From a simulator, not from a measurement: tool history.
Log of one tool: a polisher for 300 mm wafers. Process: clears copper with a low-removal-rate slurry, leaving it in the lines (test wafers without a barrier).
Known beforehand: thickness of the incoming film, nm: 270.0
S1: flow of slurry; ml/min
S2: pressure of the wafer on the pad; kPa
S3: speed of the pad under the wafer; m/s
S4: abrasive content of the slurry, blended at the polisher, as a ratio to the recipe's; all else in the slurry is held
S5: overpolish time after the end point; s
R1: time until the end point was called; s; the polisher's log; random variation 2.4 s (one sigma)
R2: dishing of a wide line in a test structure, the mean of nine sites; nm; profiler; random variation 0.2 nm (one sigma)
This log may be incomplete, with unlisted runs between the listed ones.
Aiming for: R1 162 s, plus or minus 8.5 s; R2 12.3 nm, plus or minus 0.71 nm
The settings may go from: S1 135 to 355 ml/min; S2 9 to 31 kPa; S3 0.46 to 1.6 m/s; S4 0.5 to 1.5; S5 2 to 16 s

Run 1, hour 0: S1 225 ml/min, S2 20 kPa, S3 1.02 m/s, S4 1, S5 8 s. Result: R1 80.462 s, R2 24.857 nm.
Run 2, hour 6.3: S1 225 ml/min, S2 16.5 kPa, S3 0.98 m/s, S4 1, S5 8 s. Result: R1 97.566 s, R2 19.786 nm.
Run 3, hour 14.5: S1 225 ml/min, S2 16.5 kPa, S3 0.98 m/s, S4 0.85, S5 8 s. Result: R1 100.51 s, R2 19.223 nm.
Run 4, hour 23.5: S1 225 ml/min, S2 16.5 kPa, S3 0.76 m/s, S4 0.85, S5 8 s. Result: R1 129.56 s, R2 15.122 nm.
Run 5, hour 25.8: S1 225 ml/min, S2 16.5 kPa, S3 0.76 m/s, S4 0.85, S5 5 s. Result: R1 127.87 s, R2 9.7223 nm.
Run 6, hour 33.3: S1 225 ml/min, S2 16.5 kPa, S3 0.76 m/s, S4 0.7, S5 5 s. Result: R1 132.91 s, R2 9.1544 nm.
Run 7, hour 39.8: S1 230 ml/min, S2 15.2 kPa, S3 0.76 m/s, S4 0.75, S5 6 s. Result: R1 144.41 s, R2 10.099 nm.
Run 8, hour 41.4: S1 230 ml/min, S2 14.5 kPa, S3 0.76 m/s, S4 0.75, S5 7 s. Result: R1 151.81 s, R2 11.717 nm.
Run 9, hour 43.8: S1 230 ml/min, S2 13.8 kPa, S3 0.76 m/s, S4 0.75, S5 7 s. Result: R1 157.67 s, R2 11.177 nm.
Run 10, hour 45.3: S1 230 ml/min, S2 13.1 kPa, S3 0.76 m/s, S4 0.75, S5 7 s. Result: R1 163.22 s, R2 10.681 nm.

Of the 4 settings listed for the next run, only one would bring every result within its allowed miss of target. Which one?
Run A, hour 46.8: S1 245 ml/min, S2 13.8 kPa, S3 0.82 m/s, S4 0.8, S5 6 s. Result: R1 ?, R2 ?.
Run B, hour 46.8: S1 195 ml/min, S2 13.8 kPa, S3 0.86 m/s, S4 0.8, S5 6 s. Result: R1 ?, R2 ?.
Run C, hour 46.8: S1 215 ml/min, S2 15.2 kPa, S3 0.68 m/s, S4 0.75, S5 8 s. Result: R1 ?, R2 ?.
Run D, hour 46.8: S1 250 ml/min, S2 13.8 kPa, S3 0.7 m/s, S4 0.8, S5 7 s. Result: R1 ?, R2 ?.

move      R1      R2
   A  143.21  10.817
   B  141.07  10.975
   C  162.13  12.674
   D  166.31  10.865
A: no nearer and no further than the last run
B: misses by more than the last run did
C: every result lands within tolerance
D: closer than the last run, but not yet in spec
Answer: C
